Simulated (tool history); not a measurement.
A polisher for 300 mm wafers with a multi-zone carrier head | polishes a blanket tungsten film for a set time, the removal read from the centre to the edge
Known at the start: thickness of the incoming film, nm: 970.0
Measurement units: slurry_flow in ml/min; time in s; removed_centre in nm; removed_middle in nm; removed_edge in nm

run  hour  slurry_flow  centre_zone  middle_zone  edge_zone  slurry_solids  time  removed_centre  removed_middle  removed_edge
  1   0.0          175         1.00         1.00       1.00           1.00    85          202.55          202.06        205.08
  2   1.8          175         1.00         1.00       0.92           1.00    85          201.33          201.42        189.67
  3   4.1          160         0.94         0.98       0.90           0.85    79          167.09          174.34        169.68
  4   9.1          160         0.94         0.98       0.90           1.05    79          176.88          183.27        176.35
  5  15.9          150         0.91         0.98       0.88           0.90    74          150.45          162.96        163.77
  6  18.5          150         0.97         0.98       0.88           0.90    74          160.35          164.32        157.24
  7  21.2          145         0.94         0.99       0.86           0.80    70          143.11          152.56        145.63

The next listed run, before its measurement:
  8  28.5          140         0.92         1.00       0.85           0.70    67               ?               ?             ?

removed_centre: 129.05 nm
removed_middle: 140.91 nm
removed_edge: 134.25 nm

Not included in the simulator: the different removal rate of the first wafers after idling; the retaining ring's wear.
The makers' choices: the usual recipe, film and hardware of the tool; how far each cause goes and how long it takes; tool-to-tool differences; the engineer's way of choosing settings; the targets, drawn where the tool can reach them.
